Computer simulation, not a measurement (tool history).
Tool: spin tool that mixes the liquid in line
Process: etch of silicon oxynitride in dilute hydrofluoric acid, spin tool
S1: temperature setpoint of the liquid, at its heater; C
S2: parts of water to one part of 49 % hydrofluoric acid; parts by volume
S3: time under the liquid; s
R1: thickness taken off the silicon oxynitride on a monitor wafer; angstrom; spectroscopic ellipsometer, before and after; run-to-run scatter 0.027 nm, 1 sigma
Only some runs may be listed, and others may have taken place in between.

run,hour,S1,S2,S3,R1
1,0.0,24.0,105,195,82.406
2,2.9,24.0,85,195,102.710
3,8.1,24.0,85,210,110.540
4,9.7,24.0,85,210,111.780
5,13.6,24.0,115,210,80.473
6,18.7,24.0,135,210,67.158

Estimate the outcome of run 7 from the log above:
7,24.9,23.5,135,210,?

Run 7 gave R1 65.736 angstrom.
